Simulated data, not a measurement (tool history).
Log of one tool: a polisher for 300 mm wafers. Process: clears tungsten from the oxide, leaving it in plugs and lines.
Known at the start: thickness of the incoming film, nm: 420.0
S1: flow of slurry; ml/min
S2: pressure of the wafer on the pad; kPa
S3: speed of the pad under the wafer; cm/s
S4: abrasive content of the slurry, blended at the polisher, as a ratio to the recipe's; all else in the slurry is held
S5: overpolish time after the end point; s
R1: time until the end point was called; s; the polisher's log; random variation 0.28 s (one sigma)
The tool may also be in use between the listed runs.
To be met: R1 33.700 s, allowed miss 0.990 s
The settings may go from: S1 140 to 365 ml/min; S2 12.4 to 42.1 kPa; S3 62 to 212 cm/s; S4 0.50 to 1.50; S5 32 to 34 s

run    day   S1    S2   S3    S4  S5      R1
  1  0.000  235  26.9  136  1.00  32  64.741
  2  0.183  235  26.9  166  1.00  32  54.244
  3  0.279  235  26.9  166  1.00  34  53.793
  4  0.371  235  29.0  166  1.00  34  50.521
  5  0.696  235  29.0  166  1.20  34  47.598
  6  0.867  205  29.0  166  1.20  34  48.100
  7  1.158  205  30.3  166  1.20  34  46.032
  8  1.300  205  31.7  166  1.20  34  43.088
  9  1.533  205  33.1  166  1.20  34  41.836
 10  1.642  205  34.5  166  1.20  34  41.107
 11  1.904  205  35.9  166  1.20  34  39.009
 12  2.067  205  36.5  166  1.20  34  38.302

4 next moves are on the table. One of them brings every result within its allowed miss. Which?
  A  2.229  215  38.6  160  1.40  32   ?
  B  2.229  245  32.4  188  1.40  34   ?
  C  2.229  210  40.7  166  1.05  34   ?
  D  2.229  255  35.2  194  1.15  34   ?

move      R1
   A  35.650
   B  35.626
   C  36.090
   D  33.910
A: nearer than the last run, and not there yet
B: nearer than the last run, and not there yet
C: nearer than the last run, and not there yet
D: meets every target
The right move is D.

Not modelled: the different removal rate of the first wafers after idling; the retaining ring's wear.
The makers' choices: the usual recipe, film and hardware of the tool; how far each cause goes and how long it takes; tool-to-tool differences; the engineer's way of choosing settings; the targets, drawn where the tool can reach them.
